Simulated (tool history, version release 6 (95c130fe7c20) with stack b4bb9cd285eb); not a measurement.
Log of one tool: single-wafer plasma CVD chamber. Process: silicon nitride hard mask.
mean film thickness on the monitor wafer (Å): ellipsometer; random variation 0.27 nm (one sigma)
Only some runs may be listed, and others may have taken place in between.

run	day	heater temperature setpoint (°C)	chamber pressure (Torr)	RF power (kW)	deposition time (s)	mean film thickness on the monitor wafer (Å)
1	0.000	385	1.58	0.285	82.3	926.06
2	0.121	385	1.58	0.285	84.8	952.37
3	0.296	376	1.58	0.285	84.8	954.90
4	0.642	376	1.44	0.275	84.6	907.43
5	0.717	376	1.44	0.290	84.6	931.49
6	1.050	376	1.44	0.320	84.6	978.35
7	1.196	376	1.32	0.300	84.2	913.61
8	1.375	376	1.23	0.290	84.0	883.08
9	1.712	376	1.16	0.280	83.8	835.71
10	1.900	376	1.11	0.280	83.8	824.10

Run 11 has not been measured yet. What should we expect?
11	2.188	376	1.07	0.280	83.8	?

For run 11 the tool returned mean film thickness on the monitor wafer (Å) 816.68.
